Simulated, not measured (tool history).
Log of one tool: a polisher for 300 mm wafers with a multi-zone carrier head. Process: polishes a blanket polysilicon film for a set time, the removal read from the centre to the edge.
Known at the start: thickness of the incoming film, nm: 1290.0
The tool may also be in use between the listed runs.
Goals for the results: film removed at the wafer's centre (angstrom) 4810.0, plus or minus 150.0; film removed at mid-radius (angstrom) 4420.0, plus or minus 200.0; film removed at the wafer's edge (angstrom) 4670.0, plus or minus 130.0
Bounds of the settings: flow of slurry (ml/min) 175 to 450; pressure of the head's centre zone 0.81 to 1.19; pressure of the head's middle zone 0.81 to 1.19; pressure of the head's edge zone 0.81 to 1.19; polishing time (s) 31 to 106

| run | hour | flow of slurry (ml/min) | pressure of the head's centre zone | pressure of the head's middle zone | pressure of the head's edge zone | polishing time (s) | film removed at the wafer's centre (angstrom) | film removed at mid-radius (angstrom) | film removed at the wafer's edge (angstrom) |
|---|---|---|---|---|---|---|---|---|---|
| 1 | 0.0 | 290 | 1.00 | 1.00 | 1.00 | 68 | 3788.7 | 3732.9 | 3866.4 |
| 2 | 6.6 | 290 | 1.00 | 1.03 | 1.00 | 68 | 3738.7 | 3819.1 | 3826.3 |
| 3 | 7.4 | 290 | 1.03 | 1.03 | 1.00 | 68 | 3863.3 | 3795.3 | 3895.8 |
| 4 | 8.2 | 220 | 1.03 | 1.03 | 1.00 | 68 | 3774.4 | 3728.8 | 3755.4 |
| 5 | 10.3 | 220 | 1.03 | 1.03 | 1.05 | 68 | 3733.3 | 3645.8 | 3870.3 |
| 6 | 19.3 | 240 | 1.06 | 1.06 | 1.07 | 69 | 3873.8 | 3814.8 | 4003.3 |
| 7 | 25.2 | 255 | 1.09 | 1.07 | 1.08 | 70 | 4075.1 | 4027.6 | 4086.0 |
| 8 | 28.1 | 270 | 1.11 | 1.07 | 1.10 | 71 | 4168.3 | 4082.4 | 4163.8 |

Next run, 4 choices. One meets every target within its allowed miss, the rest don't. Which?
| A | 31.0 | 240 | 1.14 | 1.10 | 1.08 | 76 | ? | ? | ? |
| B | 31.0 | 250 | 1.13 | 0.87 | 1.15 | 84 | ? | ? | ? |
| C | 31.0 | 210 | 1.12 | 1.01 | 1.05 | 83 | ? | ? | ? |
| D | 31.0 | 430 | 1.14 | 1.16 | 0.96 | 58 | ? | ? | ? |

| move | film removed at the wafer's centre (angstrom) | film removed at mid-radius (angstrom) | film removed at the wafer's edge (angstrom) |
|---|---|---|---|
| A | 4512.2 | 4302.1 | 4391.6 |
| B | 4973.4 | 3921.2 | 5044.4 |
| C | 4776.5 | 4299.6 | 4678.0 |
| D | 3648.3 | 3619.9 | 3289.9 |
A: better than the last run, though not everything is in spec
B: the result that was furthest off in the last run now lies on the other side of its target
C: every result lands within tolerance
D: its largest miss is bigger than the last run's
Correct choice: C, which meets every target
